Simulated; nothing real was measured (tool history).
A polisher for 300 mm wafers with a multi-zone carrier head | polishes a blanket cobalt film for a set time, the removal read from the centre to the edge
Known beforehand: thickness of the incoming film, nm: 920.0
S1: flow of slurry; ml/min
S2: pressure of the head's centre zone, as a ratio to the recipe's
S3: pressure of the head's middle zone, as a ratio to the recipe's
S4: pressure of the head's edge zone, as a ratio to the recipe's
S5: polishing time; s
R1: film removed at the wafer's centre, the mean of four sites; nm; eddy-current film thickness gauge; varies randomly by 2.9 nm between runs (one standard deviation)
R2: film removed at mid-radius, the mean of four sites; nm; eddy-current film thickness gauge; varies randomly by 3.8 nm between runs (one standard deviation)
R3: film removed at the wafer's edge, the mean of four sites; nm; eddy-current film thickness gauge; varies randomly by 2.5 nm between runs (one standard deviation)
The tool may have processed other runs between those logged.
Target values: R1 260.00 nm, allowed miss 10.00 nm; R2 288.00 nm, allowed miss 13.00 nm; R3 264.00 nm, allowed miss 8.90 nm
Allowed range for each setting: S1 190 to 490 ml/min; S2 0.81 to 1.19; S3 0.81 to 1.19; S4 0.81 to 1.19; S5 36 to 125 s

run	hour	S1	S2	S3	S4	S5	R1	R2	R3
1	0.0	315	1.00	1.00	1.00	80	315.03	318.23	310.81
2	4.4	315	0.95	1.00	1.00	80	296.82	316.49	309.84
3	11.5	315	0.95	1.00	1.00	72	270.92	282.39	272.75
4	12.5	315	0.94	1.01	0.99	72	267.46	285.62	273.20
5	15.7	315	0.94	1.01	0.98	72	267.97	283.78	276.47
6	21.9	315	0.94	0.96	0.98	72	266.41	279.62	278.00
7	29.2	315	0.94	0.98	0.97	72	263.93	274.19	272.15
8	30.4	315	0.94	0.98	0.97	72	269.90	282.19	274.46
9	39.1	315	0.93	0.99	0.96	72	270.74	286.93	274.11
10	39.8	315	0.92	1.00	0.96	72	263.49	283.97	272.40

Exactly one of the 5 candidate moves below puts every result within its allowed miss. Which one?
A	40.5	290	0.99	0.90	1.01	71	?	?	?
B	40.5	395	1.00	1.04	0.93	70	?	?	?
C	40.5	330	0.92	1.05	0.95	70	?	?	?
D	40.5	230	1.04	1.02	0.99	73	?	?	?
E	40.5	300	0.89	0.97	0.96	75	?	?	?

move	R1	R2	R3
A	276.42	251.37	273.49
B	284.45	288.03	265.00
C	257.11	286.02	264.32
D	289.33	278.64	272.02
E	263.46	283.88	282.75
A: lands further from the targets than the last run did
B: brings the result that was furthest off to its target, and leaves another outside
C: meets every target
D: brings the result that was furthest off to its target, and leaves another outside
E: lands further from the targets than the last run did
Correct choice: C, which meets every target
